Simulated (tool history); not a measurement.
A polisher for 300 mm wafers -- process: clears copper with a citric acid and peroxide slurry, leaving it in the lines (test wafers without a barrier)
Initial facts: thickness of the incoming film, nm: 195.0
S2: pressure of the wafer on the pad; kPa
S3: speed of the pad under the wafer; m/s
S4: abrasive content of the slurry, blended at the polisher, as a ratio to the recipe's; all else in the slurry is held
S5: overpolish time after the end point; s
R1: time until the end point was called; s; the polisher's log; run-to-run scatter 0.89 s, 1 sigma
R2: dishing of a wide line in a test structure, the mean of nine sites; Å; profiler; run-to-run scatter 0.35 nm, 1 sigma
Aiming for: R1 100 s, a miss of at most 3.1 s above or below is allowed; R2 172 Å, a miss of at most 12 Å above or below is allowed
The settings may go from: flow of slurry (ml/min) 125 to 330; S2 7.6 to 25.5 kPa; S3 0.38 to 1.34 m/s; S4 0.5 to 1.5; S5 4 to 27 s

{"run": 1, "day": 0.0, "flow of slurry (ml/min)": 210, "S2": 16.5, "S3": 0.86, "S4": 1, "S5": 14, "R1": 115.18, "R2": 146.09}
{"run": 2, "day": 0.196, "flow of slurry (ml/min)": 220, "S2": 17.9, "S3": 0.86, "S4": 1, "S5": 15, "R1": 107.68, "R2": 168.91}
{"run": 3, "day": 0.354, "flow of slurry (ml/min)": 220, "S2": 17.9, "S3": 0.86, "S4": 1, "S5": 10, "R1": 106.61, "R2": 121.04}
{"run": 4, "day": 0.425, "flow of slurry (ml/min)": 220, "S2": 15.9, "S3": 0.86, "S4": 1, "S5": 10, "R1": 120.16, "R2": 114.31}
{"run": 5, "day": 0.646, "flow of slurry (ml/min)": 220, "S2": 15.9, "S3": 0.86, "S4": 1, "S5": 5, "R1": 119.51, "R2": 59.308}
{"run": 6, "day": 0.85, "flow of slurry (ml/min)": 220, "S2": 15.9, "S3": 0.86, "S4": 1, "S5": 4, "R1": 120.07, "R2": 47.176}
{"run": 7, "day": 1.162, "flow of slurry (ml/min)": 220, "S2": 16.5, "S3": 0.86, "S4": 1, "S5": 5, "R1": 115.12, "R2": 60.03}
{"run": 8, "day": 1.475, "flow of slurry (ml/min)": 205, "S2": 20.7, "S3": 0.78, "S4": 1, "S5": 11, "R1": 102.67, "R2": 129.06}
{"run": 9, "day": 1.85, "flow of slurry (ml/min)": 210, "S2": 20.7, "S3": 0.78, "S4": 1, "S5": 11, "R1": 102.61, "R2": 128.61}
{"run": 10, "day": 2.004, "flow of slurry (ml/min)": 220, "S2": 20.7, "S3": 0.78, "S4": 1, "S5": 13, "R1": 101.69, "R2": 148.88}
{"run": 11, "day": 2.317, "flow of slurry (ml/min)": 210, "S2": 20.7, "S3": 0.78, "S4": 1, "S5": 14, "R1": 101.93, "R2": 158.69}
{"run": 12, "day": 2.592, "flow of slurry (ml/min)": 215, "S2": 20.7, "S3": 0.78, "S4": 1, "S5": 14, "R1": 102.65, "R2": 163.74}

5 next moves are on the table. One of them brings every result within its allowed miss. Which?
{"run": "A", "day": 2.867, "flow of slurry (ml/min)": 170, "S2": 22.1, "S3": 0.82, "S4": 0.9, "S5": 15, "R1": "?", "R2": "?"}
{"run": "B", "day": 2.867, "flow of slurry (ml/min)": 275, "S2": 20.7, "S3": 0.74, "S4": 0.95, "S5": 16, "R1": "?", "R2": "?"}
{"run": "C", "day": 2.867, "flow of slurry (ml/min)": 170, "S2": 22.1, "S3": 0.7, "S4": 1.15, "S5": 15, "R1": "?", "R2": "?"}
{"run": "D", "day": 2.867, "flow of slurry (ml/min)": 225, "S2": 24.1, "S3": 0.62, "S4": 1.05, "S5": 17, "R1": "?", "R2": "?"}
{"run": "E", "day": 2.867, "flow of slurry (ml/min)": 210, "S2": 20, "S3": 0.8, "S4": 0.95, "S5": 13, "R1": "?", "R2": "?"}

move=A R1=98.94 R2=175.64
move=B R1=107.38 R2=173.52
move=C R1=107.82 R2=165.38
move=D R1=109.27 R2=179.43
move=E R1=106.26 R2=150.08
A: meets every target
B: its largest miss is bigger than the last run's
C: its largest miss is bigger than the last run's
D: its largest miss is bigger than the last run's
E: its largest miss is bigger than the last run's
Answer: A
